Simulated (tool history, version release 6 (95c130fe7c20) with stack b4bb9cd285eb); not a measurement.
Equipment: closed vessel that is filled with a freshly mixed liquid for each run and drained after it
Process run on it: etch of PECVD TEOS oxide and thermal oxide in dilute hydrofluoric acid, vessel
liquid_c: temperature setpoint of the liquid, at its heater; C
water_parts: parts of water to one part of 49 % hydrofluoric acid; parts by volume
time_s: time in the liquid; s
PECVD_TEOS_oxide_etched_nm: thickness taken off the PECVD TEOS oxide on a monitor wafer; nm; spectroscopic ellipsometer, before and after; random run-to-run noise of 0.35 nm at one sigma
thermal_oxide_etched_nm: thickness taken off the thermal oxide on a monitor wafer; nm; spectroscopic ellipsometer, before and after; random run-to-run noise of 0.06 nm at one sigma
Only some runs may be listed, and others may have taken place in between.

run	hour	liquid_c	water_parts	time_s	PECVD_TEOS_oxide_etched_nm	thermal_oxide_etched_nm
1	0.0	23.0	175	445	45.540	10.340
2	5.3	23.0	175	530	54.647	12.373
3	13.9	23.0	145	530	68.396	15.350
4	15.8	23.0	145	430	54.607	12.453
5	16.7	24.0	145	430	57.869	12.917
6	22.0	24.5	145	430	58.750	13.266
7	26.1	25.0	145	430	59.581	13.491
8	32.3	25.0	145	430	59.400	13.577
9	36.9	25.5	145	430	60.692	13.739
10	40.6	26.0	145	430	61.922	13.962

The next listed run, before its measurement:
11	44.5	26.0	145	430	?	?

Run 11 measured PECVD_TEOS_oxide_etched_nm 62.492 nm, thermal_oxide_etched_nm 14.060 nm.
